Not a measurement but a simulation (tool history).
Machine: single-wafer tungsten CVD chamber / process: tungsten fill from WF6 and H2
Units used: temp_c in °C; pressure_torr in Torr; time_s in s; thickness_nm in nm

| run | day | temp_c | pressure_torr | time_s | thickness_nm |
|---|---|---|---|---|---|
| 1 | 0.000 | 380 | 27.7 | 22.9 | 45.745 |
| 2 | 0.333 | 380 | 27.7 | 23.6 | 46.930 |
| 3 | 0.675 | 378 | 27.7 | 23.6 | 45.512 |
| 4 | 0.896 | 383 | 27.7 | 23.6 | 49.656 |
| 5 | 1.104 | 383 | 27.7 | 22.9 | 48.277 |
| 6 | 1.304 | 383 | 30.2 | 22.9 | 50.463 |

Run 7 is up next; what results do you expect?
| 7 | 1.629 | 380 | 30.2 | 22.9 | ? |

thickness_nm: 47.851 nm
